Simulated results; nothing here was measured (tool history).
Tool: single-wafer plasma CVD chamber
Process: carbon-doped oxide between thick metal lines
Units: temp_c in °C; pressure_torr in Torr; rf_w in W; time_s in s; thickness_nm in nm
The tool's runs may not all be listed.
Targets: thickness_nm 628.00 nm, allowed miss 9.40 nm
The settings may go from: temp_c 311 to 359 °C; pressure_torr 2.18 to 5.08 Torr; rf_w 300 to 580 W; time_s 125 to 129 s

run 1 day=0.000 | temp_c=335 pressure_torr=3.63 rf_w=440 time_s=125 | thickness_nm=493.05
run 2 day=0.079 | temp_c=335 pressure_torr=3.05 rf_w=440 time_s=125 | thickness_nm=484.03
run 3 day=0.121 | temp_c=326 pressure_torr=3.05 rf_w=440 time_s=125 | thickness_nm=501.75
run 4 day=0.425 | temp_c=323 pressure_torr=3.27 rf_w=465 time_s=125 | thickness_nm=534.62
run 5 day=0.675 | temp_c=323 pressure_torr=3.67 rf_w=465 time_s=125 | thickness_nm=539.40
run 6 day=0.933 | temp_c=314 pressure_torr=3.67 rf_w=465 time_s=125 | thickness_nm=557.73
run 7 day=1.267 | temp_c=313 pressure_torr=3.78 rf_w=480 time_s=125 | thickness_nm=577.14
run 8 day=1.479 | temp_c=313 pressure_torr=3.89 rf_w=490 time_s=125 | thickness_nm=589.92
-- day=1.617 RF generator calibrated
run 9 day=1.617 | temp_c=313 pressure_torr=4.00 rf_w=495 time_s=125 | thickness_nm=615.39
run 10 day=1.917 | temp_c=313 pressure_torr=4.05 rf_w=495 time_s=125 | thickness_nm=616.77

5 next moves are on the table. One of them brings every result within its allowed miss. Which?
run A day=2.217 | temp_c=312 pressure_torr=4.36 rf_w=480 time_s=125 | thickness_nm=?
run B day=2.217 | temp_c=311 pressure_torr=4.06 rf_w=475 time_s=127 | thickness_nm=?
run C day=2.217 | temp_c=315 pressure_torr=4.07 rf_w=490 time_s=129 | thickness_nm=?
run D day=2.217 | temp_c=317 pressure_torr=4.00 rf_w=495 time_s=125 | thickness_nm=?
run E day=2.217 | temp_c=311 pressure_torr=4.18 rf_w=520 time_s=126 | thickness_nm=?

move=A thickness_nm=609.83
move=B thickness_nm=613.05
move=C thickness_nm=626.13
move=D thickness_nm=604.92
move=E thickness_nm=651.13
A: further off than the last run
B: further off than the last run
C: meets every target
D: further off than the last run
E: takes the result that was furthest off past its target
Move C is the one to make.

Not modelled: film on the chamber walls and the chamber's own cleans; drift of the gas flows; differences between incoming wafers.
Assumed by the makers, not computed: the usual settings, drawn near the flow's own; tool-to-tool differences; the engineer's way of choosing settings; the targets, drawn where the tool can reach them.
